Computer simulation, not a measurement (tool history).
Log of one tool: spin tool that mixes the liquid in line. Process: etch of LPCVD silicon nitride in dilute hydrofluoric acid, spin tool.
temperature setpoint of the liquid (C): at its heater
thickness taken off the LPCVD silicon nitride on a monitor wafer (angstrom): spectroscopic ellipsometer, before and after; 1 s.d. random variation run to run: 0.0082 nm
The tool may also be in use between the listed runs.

| run | day | temperature setpoint of the liquid (C) | parts of water to one part of 49 % hydrofluoric acid (parts by volume) | time under the liquid (s) | thickness taken off the LPCVD silicon nitride on a monitor wafer (angstrom) |
|---|---|---|---|---|---|
| 1 | 0.000 | 21.0 | 45 | 55 | 4.0444 |
| 2 | 0.342 | 21.0 | 40 | 55 | 4.6742 |
| 3 | 0.379 | 20.0 | 40 | 55 | 4.3791 |
| 4 | 0.500 | 19.5 | 40 | 55 | 4.1588 |
| 5 | 0.762 | 19.0 | 40 | 55 | 3.9375 |
| 6 | 1.067 | 21.5 | 40 | 55 | 4.7501 |
| 7 | 1.133 | 20.5 | 40 | 55 | 4.6050 |

Run 8 has not been measured yet. What should we expect?
| 8 | 1.296 | 19.5 | 40 | 55 | ? |

Run 8 yielded thickness taken off the LPCVD silicon nitride on a monitor wafer (angstrom) 4.1409.

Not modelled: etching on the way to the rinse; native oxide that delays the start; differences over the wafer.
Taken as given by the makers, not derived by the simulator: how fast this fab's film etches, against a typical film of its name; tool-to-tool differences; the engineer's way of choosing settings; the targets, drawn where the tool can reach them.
